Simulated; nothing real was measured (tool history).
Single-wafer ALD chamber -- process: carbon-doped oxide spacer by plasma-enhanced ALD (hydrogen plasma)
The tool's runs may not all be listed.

| run | day | heater temperature setpoint (°C) | number of ALD cycles (cycles) | mean film thickness on the monitor wafer (nm) |
|---|---|---|---|---|
| 1 | 0.000 | 415 | 304 | 15.144 |
| 2 | 0.392 | 420 | 304 | 14.886 |
| 3 | 0.583 | 431 | 304 | 14.354 |
| 4 | 0.700 | 432 | 298 | 13.960 |
| 5 | 0.846 | 432 | 338 | 15.835 |
| 6 | 0.958 | 433 | 328 | 15.261 |
| 7 | 1.088 | 434 | 319 | 14.875 |
| 8 | 1.425 | 435 | 311 | 14.365 |
| 9 | 1.554 | 435 | 305 | 14.080 |
| 10 | 1.712 | 435 | 300 | 13.950 |
| 11 | 1.896 | 438 | 255 | 11.665 |
| 12 | 2.275 | 437 | 256 | 11.788 |

Run 13 is up next; what results do you expect?
| 13 | 2.433 | 436 | 257 | ? |

{"run 13": {"mean film thickness on the monitor wafer (nm)": 11.879}}

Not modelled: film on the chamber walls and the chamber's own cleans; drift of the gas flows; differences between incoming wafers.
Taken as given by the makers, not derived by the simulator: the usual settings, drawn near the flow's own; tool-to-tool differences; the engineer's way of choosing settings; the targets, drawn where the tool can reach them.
